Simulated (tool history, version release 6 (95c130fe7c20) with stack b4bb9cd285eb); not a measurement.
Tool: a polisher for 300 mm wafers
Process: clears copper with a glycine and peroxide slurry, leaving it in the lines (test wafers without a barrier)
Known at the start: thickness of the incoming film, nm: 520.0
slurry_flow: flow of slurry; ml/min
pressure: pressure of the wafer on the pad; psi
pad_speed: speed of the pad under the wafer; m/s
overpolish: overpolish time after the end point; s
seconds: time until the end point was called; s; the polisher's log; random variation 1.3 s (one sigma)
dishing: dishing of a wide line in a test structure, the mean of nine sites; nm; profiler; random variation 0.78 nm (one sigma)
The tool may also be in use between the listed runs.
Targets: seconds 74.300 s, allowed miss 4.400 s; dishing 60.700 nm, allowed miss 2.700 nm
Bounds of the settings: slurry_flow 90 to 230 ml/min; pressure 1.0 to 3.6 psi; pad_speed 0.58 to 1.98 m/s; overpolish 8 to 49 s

Run 1, hour 0.0: slurry_flow 150 ml/min, pressure 2.3 psi, pad_speed 1.28 m/s, overpolish 25 s. Result: seconds 80.919 s, dishing 74.263 nm.
Run 2, hour 2.3: slurry_flow 150 ml/min, pressure 2.3 psi, pad_speed 1.30 m/s, overpolish 23 s. Result: seconds 77.323 s, dishing 69.697 nm.
Run 3, hour 6.8: slurry_flow 150 ml/min, pressure 1.8 psi, pad_speed 1.30 m/s, overpolish 23 s. Result: seconds 90.722 s, dishing 64.284 nm.
Run 4, hour 14.9: slurry_flow 150 ml/min, pressure 1.9 psi, pad_speed 1.32 m/s, overpolish 22 s. Result: seconds 87.867 s, dishing 63.414 nm.
Run 5, hour 20.4: slurry_flow 185 ml/min, pressure 1.9 psi, pad_speed 1.32 m/s, overpolish 22 s. Result: seconds 83.723 s, dishing 64.600 nm.
Run 6, hour 27.1: slurry_flow 185 ml/min, pressure 2.0 psi, pad_speed 1.32 m/s, overpolish 21 s. Result: seconds 82.862 s, dishing 64.162 nm.
Run 7, hour 29.8: slurry_flow 185 ml/min, pressure 2.1 psi, pad_speed 1.32 m/s, overpolish 20 s. Result: seconds 80.180 s, dishing 63.182 nm.
Run 8, hour 35.4: slurry_flow 185 ml/min, pressure 2.1 psi, pad_speed 1.32 m/s, overpolish 19 s. Result: seconds 81.012 s, dishing 61.468 nm.

Which of these 5 next moves meets every target?
Run A, hour 41.0: slurry_flow 155 ml/min, pressure 1.9 psi, pad_speed 1.44 m/s, overpolish 23 s. Result: seconds ?, dishing ?.
Run B, hour 41.0: slurry_flow 180 ml/min, pressure 2.5 psi, pad_speed 1.46 m/s, overpolish 18 s. Result: seconds ?, dishing ?.
Run C, hour 41.0: slurry_flow 190 ml/min, pressure 2.5 psi, pad_speed 1.30 m/s, overpolish 19 s. Result: seconds ?, dishing ?.
Run D, hour 41.0: slurry_flow 225 ml/min, pressure 1.5 psi, pad_speed 1.74 m/s, overpolish 18 s. Result: seconds ?, dishing ?.
Run E, hour 41.0: slurry_flow 195 ml/min, pressure 1.3 psi, pad_speed 1.42 m/s, overpolish 24 s. Result: seconds ?, dishing ?.

move  seconds  dishing
   A   80.349   70.094
   B   66.946   68.039
   C   73.288   66.691
   D   72.589   62.510
   E   92.878   64.583
A: further off than the last run
B: takes the result that was furthest off past its target
C: brings the result that was furthest off to its target, and leaves another outside
D: meets every target
E: further off than the last run
The right move is D.
